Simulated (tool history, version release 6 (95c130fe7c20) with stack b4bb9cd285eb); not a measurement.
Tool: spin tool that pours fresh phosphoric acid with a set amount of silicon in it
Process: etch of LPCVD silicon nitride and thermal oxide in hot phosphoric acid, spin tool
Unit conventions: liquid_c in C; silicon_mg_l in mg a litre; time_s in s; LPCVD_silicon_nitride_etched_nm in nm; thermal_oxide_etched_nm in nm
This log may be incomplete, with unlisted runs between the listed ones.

run  hour  liquid_c  silicon_mg_l  time_s  LPCVD_silicon_nitride_etched_nm  thermal_oxide_etched_nm
  1     0       163            22      90                           10.892                  0.20534
  2   5.4       163            12      90                           10.835                  0.26274
  3   7.8       163            12     125                           15.118                  0.35569
  4  13.6     163.5            22     125                           15.497                  0.31608
  5    18     161.5            22     125                           14.527                  0.30173
  6  23.9     161.5            22     105                           12.169                  0.22319
  7  27.9     162.5            29     110                           13.221                  0.18626
  8  36.8     163.5          33.5     110                           13.485                  0.12092
  9  40.8     164.5          33.5     115                           14.708                   0.1911
 10  46.8       165            38     115                           14.956                  0.16856
 11  54.6     165.5            41     115                           15.279                   0.1281

Run 12 is up next; what results do you expect?
 12  57.1       166            42     115                                ?                        ?

LPCVD_silicon_nitride_etched_nm: 15.402 nm
thermal_oxide_etched_nm: 0.127 nm
